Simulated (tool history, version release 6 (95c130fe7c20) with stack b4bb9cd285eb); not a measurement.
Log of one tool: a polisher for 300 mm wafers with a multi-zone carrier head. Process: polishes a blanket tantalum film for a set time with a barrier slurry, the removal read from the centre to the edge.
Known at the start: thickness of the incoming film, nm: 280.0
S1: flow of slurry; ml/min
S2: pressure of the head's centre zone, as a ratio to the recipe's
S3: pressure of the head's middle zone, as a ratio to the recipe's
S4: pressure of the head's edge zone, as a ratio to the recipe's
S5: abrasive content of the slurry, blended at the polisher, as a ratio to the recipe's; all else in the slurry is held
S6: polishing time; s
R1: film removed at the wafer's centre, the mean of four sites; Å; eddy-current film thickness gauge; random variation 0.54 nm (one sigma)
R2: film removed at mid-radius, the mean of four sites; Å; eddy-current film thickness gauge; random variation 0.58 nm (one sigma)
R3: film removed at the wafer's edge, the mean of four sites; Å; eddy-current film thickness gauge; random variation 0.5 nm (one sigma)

run 1 hour=0 | S1=155 S2=1 S3=1 S4=1 S5=1 S6=67 | R1=574.85 R2=567.93 R3=551.66
run 2 hour=6 | S1=150 S2=0.98 S3=1 S4=0.98 S5=0.95 S6=67 | R1=540.1 R2=553.68 R3=560.48
run 3 hour=8.4 | S1=130 S2=0.98 S3=1 S4=0.98 S5=0.95 S6=67 | R1=535.4 R2=525.12 R3=541.84
run 4 hour=15.9 | S1=130 S2=1.05 S3=1 S4=0.98 S5=0.95 S6=67 | R1=568.48 R2=528.93 R3=545.93
run 5 hour=19.2 | S1=105 S2=1.05 S3=1 S4=0.98 S5=0.95 S6=67 | R1=522.38 R2=503.12 R3=509.23
run 6 hour=24.4 | S1=105 S2=1.04 S3=1.02 S4=0.98 S5=0.95 S6=67 | R1=520.69 R2=502.86 R3=522.09
run 7 hour=31.7 | S1=105 S2=1.04 S3=1.02 S4=0.98 S5=0.95 S6=67 | R1=512.74 R2=510.22 R3=523.66
run 8 hour=38.2 | S1=110 S2=1.04 S3=1.04 S4=0.96 S5=0.95 S6=66 | R1=508.83 R2=518.56 R3=518.26

Run 9 comes next. What will it give?
run 9 hour=42.5 | S1=110 S2=1.04 S3=1.04 S4=0.96 S5=0.95 S6=66 | R1=? R2=? R3=?

{"run 9": {"R1": 510.75, "R2": 531.23, "R3": 514.41}}
